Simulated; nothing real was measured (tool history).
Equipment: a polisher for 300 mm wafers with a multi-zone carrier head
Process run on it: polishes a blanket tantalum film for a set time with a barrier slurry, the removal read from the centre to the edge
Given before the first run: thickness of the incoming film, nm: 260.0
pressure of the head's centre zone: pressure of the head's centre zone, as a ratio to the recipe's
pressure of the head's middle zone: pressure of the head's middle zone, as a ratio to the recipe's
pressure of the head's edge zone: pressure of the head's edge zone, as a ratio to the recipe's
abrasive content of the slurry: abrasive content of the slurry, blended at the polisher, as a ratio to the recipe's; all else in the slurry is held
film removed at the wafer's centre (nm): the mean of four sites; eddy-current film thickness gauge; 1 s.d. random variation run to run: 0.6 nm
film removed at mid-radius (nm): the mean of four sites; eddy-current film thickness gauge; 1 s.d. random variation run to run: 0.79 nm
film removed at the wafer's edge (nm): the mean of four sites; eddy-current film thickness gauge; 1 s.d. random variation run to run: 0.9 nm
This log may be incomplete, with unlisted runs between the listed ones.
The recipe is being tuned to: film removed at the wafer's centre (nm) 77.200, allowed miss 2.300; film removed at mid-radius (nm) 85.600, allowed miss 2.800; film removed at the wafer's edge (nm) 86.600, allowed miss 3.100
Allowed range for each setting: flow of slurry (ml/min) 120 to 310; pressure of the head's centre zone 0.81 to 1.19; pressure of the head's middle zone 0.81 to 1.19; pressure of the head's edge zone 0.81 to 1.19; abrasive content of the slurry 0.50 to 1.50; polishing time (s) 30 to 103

run  hour  flow of slurry (ml/min)  pressure of the head's centre zone  pressure of the head's middle zone  pressure of the head's edge zone  abrasive content of the slurry  polishing time (s)  film removed at the wafer's centre (nm)  film removed at mid-radius (nm)  film removed at the wafer's edge (nm)
  1   0.0                      200                                1.00                                1.00                              1.00                            1.00                  66                                   97.128                           96.094                                 93.426
  2   3.8                      190                                0.96                                0.99                              0.99                            0.95                  66                                   90.349                           91.746                                 93.257
  3  11.0                      185                                0.94                                1.00                              0.97                            0.90                  66                                   86.905                           91.080                                 90.746
  4  13.5                      185                                0.94                                1.00                              1.04                            0.90                  66                                   87.564                           91.476                                 91.972
  5  14.7                      180                                0.93                                1.00                              1.03                            0.85                  66                                   84.789                           91.268                                 89.900
  6  21.7                      180                                0.93                                1.00                              1.03                            0.70                  66                                   76.693                           81.834                                 79.637
  7  26.1                      180                                0.92                                1.00                              1.04                            0.70                  66                                   75.678                           82.509                                 80.957
  8  31.4                      180                                0.91                                1.00                              1.05                            0.70                  66                                   74.096                           82.237                                 82.346
  9  36.9                      185                                0.91                                1.00                              1.06                            0.70                  66                                   75.559                           80.644                                 82.094
 10  43.2                      185                                0.91                                1.01                              1.06                            0.70                  66                                   74.881                           83.308                                 84.449
 11  51.7                      190                                0.91                                1.01                              1.06                            0.70                  66                                   75.069                           83.026                                 82.498
 12  59.6                      190                                0.91                                1.01                              1.07                            0.70                  66                                   75.384                           83.067                                 82.220

Which one of the following 5 next-run settings gets every result inside its allowed miss? There is exactly one.
  A  67.5                      190                                0.89                                1.01                              1.04                            0.60                  71                                        ?                                ?                                      ?
  B  67.5                      215                                0.85                                1.03                              1.16                            0.85                  60                                        ?                                ?                                      ?
  C  67.5                      155                                0.91                                1.03                              1.13                            0.80                  65                                        ?                                ?                                      ?
  D  67.5                      160                                0.97                                1.11                              1.04                            0.60                  72                                        ?                                ?                                      ?
  E  67.5                      190                                0.92                                1.00                              1.02                            0.55                  73                                        ?                                ?                                      ?

move  film removed at the wafer's centre (nm)  film removed at mid-radius (nm)  film removed at the wafer's edge (nm)
   A                                   72.778                           83.297                                 81.145
   B                                   71.147                           86.590                                 85.882
   C                                   77.189                           88.051                                 87.380
   D                                   78.783                           89.705                                 80.986
   E                                   73.092                           80.223                                 78.317
A: its largest miss is bigger than the last run's
B: meets the target for the result that was furthest off, but another lies outside its allowed miss
C: every result lands within tolerance
D: its largest miss is bigger than the last run's
E: its largest miss is bigger than the last run's
C is the move that brings every result within its allowed miss.

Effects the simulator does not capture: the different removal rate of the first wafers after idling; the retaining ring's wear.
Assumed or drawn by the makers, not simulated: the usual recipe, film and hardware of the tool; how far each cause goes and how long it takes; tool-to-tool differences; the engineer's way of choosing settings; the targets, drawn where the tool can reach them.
